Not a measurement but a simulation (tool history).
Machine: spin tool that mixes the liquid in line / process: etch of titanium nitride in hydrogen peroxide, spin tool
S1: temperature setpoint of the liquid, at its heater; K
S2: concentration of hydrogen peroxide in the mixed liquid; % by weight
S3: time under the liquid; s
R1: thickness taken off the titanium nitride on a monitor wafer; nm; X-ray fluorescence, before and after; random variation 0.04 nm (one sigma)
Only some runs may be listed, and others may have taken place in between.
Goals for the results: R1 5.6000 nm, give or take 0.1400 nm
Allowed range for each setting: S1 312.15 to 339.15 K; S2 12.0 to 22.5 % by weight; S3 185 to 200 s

Run 1, hour 0.0: S1 328.15 K, S2 15.5 % by weight, S3 185 s. Result: R1 15.8810 nm.
Run 2, hour 2.2: S1 323.65 K, S2 15.5 % by weight, S3 185 s. Result: R1 11.4270 nm.
Run 3, hour 9.1: S1 323.65 K, S2 17.5 % by weight, S3 185 s. Result: R1 11.6470 nm.
Run 4, hour 13.6: S1 323.65 K, S2 15.5 % by weight, S3 185 s. Result: R1 11.4990 nm.
Run 5, hour 21.0: S1 320.65 K, S2 15.5 % by weight, S3 185 s. Result: R1 9.2327 nm.
Run 6, hour 24.4: S1 320.65 K, S2 12.5 % by weight, S3 185 s. Result: R1 8.7438 nm.
Run 7, hour 28.6: S1 313.15 K, S2 12.5 % by weight, S3 185 s. Result: R1 5.0537 nm.
Run 8, hour 30.7: S1 313.65 K, S2 12.5 % by weight, S3 185 s. Result: R1 5.3245 nm.
Run 9, hour 35.3: S1 313.65 K, S2 12.5 % by weight, S3 185 s. Result: R1 5.2258 nm.
Run 10, hour 38.3: S1 314.15 K, S2 12.5 % by weight, S3 185 s. Result: R1 5.4526 nm.

Of the 5 settings listed for the next run, only one would bring every result within its allowed miss of target. Which one?
Run A, hour 41.3: S1 313.65 K, S2 12.0 % by weight, S3 185 s. Result: R1 ?.
Run B, hour 41.3: S1 315.15 K, S2 14.5 % by weight, S3 185 s. Result: R1 ?.
Run C, hour 41.3: S1 314.15 K, S2 14.5 % by weight, S3 185 s. Result: R1 ?.
Run D, hour 41.3: S1 314.65 K, S2 16.0 % by weight, S3 185 s. Result: R1 ?.
Run E, hour 41.3: S1 314.65 K, S2 12.0 % by weight, S3 195 s. Result: R1 ?.

move      R1
   A  5.2078
   B  6.0752
   C  5.6295
   D  5.9710
   E  5.9253
A: lands further from the targets than the last run did
B: carries the result that was furthest off beyond its target, to the other side
C: each result inside its tolerance
D: carries the result that was furthest off beyond its target, to the other side
E: carries the result that was furthest off beyond its target, to the other side
C meets every target.
